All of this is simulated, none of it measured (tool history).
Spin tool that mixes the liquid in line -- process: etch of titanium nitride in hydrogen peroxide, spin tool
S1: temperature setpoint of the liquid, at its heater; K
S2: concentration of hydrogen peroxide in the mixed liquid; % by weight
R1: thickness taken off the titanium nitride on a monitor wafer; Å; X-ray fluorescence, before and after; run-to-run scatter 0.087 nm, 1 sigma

{"run": 1, "day": 0.0, "S1": 328.15, "S2": 25, "time under the liquid (s)": 75, "R1": 85.581}
{"run": 2, "day": 0.288, "S1": 329.15, "S2": 25, "time under the liquid (s)": 75, "R1": 92.033}
{"run": 3, "day": 0.383, "S1": 329.15, "S2": 25, "time under the liquid (s)": 75, "R1": 91.334}
{"run": 4, "day": 0.671, "S1": 330.15, "S2": 25, "time under the liquid (s)": 75, "R1": 98.478}
{"run": 5, "day": 1.0, "S1": 324.65, "S2": 25, "time under the liquid (s)": 75, "R1": 67.336}
{"run": 6, "day": 1.358, "S1": 324.65, "S2": 30, "time under the liquid (s)": 75, "R1": 69.451}
{"run": 7, "day": 1.696, "S1": 326.15, "S2": 30, "time under the liquid (s)": 75, "R1": 77.07}
{"run": 8, "day": 1.771, "S1": 327.15, "S2": 30, "time under the liquid (s)": 75, "R1": 83.797}
{"run": 9, "day": 1.862, "S1": 328.15, "S2": 30, "time under the liquid (s)": 75, "R1": 89.274}
{"run": 10, "day": 2.121, "S1": 329.15, "S2": 30, "time under the liquid (s)": 75, "R1": 95.672}
{"run": 11, "day": 2.158, "S1": 329.65, "S2": 30, "time under the liquid (s)": 75, "R1": 98.905}
{"run": 12, "day": 2.225, "S1": 330.15, "S2": 30, "time under the liquid (s)": 75, "R1": 102.18}
{"run": 13, "day": 2.346, "S1": 330.65, "S2": 30, "time under the liquid (s)": 75, "R1": 106.33}
{"run": 14, "day": 2.671, "S1": 331.15, "S2": 30, "time under the liquid (s)": 75, "R1": 110.66}

What does the tool deliver on the next run?
{"run": 15, "day": 2.904, "S1": 331.65, "S2": 30, "time under the liquid (s)": 75, "R1": "?"}

Run 15 measured R1 113.39 Å.

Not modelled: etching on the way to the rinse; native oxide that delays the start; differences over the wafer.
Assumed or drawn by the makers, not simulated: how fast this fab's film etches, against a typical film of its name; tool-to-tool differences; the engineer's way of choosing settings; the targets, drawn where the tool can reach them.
